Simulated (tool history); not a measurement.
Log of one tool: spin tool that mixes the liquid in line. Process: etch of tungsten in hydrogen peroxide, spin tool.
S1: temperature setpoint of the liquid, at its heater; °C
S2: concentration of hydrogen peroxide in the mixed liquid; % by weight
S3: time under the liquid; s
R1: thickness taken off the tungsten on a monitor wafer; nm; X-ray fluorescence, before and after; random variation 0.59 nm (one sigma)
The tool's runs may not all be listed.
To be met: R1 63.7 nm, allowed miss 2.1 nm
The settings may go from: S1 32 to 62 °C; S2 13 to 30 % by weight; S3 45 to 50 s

| run | hour | S1 | S2 | S3 | R1 |
|---|---|---|---|---|---|
| 1 | 0 | 46 | 24 | 45 | 47.172 |
| 2 | 3.8 | 47 | 24 | 45 | 50.535 |
| 3 | 7 | 47 | 24 | 50 | 56.145 |
| 4 | 13.7 | 47.5 | 24 | 50 | 58.02 |
| 5 | 20.1 | 47.5 | 24 | 45 | 52.375 |
| 6 | 21.2 | 47.5 | 21.5 | 45 | 49.25 |
| 7 | 26.5 | 48.5 | 21.5 | 45 | 52.009 |
| 8 | 27.6 | 49 | 21.5 | 45 | 53.353 |
| 9 | 35.6 | 49.5 | 21.5 | 45 | 55.279 |
| 10 | 37.5 | 50 | 21.5 | 45 | 57.019 |
| 11 | 43.3 | 50.5 | 21.5 | 45 | 59.312 |
| 12 | 46.5 | 51 | 21.5 | 45 | 60.924 |

Which of these 5 next moves meets every target?
| A | 49.7 | 50 | 21.5 | 50 | ? |
| B | 49.7 | 49 | 23.5 | 45 | ? |
| C | 49.7 | 54.5 | 18.5 | 45 | ? |
| D | 49.7 | 49 | 19.5 | 50 | ? |
| E | 49.7 | 52 | 19.5 | 50 | ? |

| move | R1 |
|---|---|
| A | 62.574 |
| B | 55.376 |
| C | 68.519 |
| D | 56.049 |
| E | 67.29 |
A: meets every target
B: further off than the last run
C: takes the result that was furthest off past its target
D: further off than the last run
E: takes the result that was furthest off past its target
Move A is the one to make.

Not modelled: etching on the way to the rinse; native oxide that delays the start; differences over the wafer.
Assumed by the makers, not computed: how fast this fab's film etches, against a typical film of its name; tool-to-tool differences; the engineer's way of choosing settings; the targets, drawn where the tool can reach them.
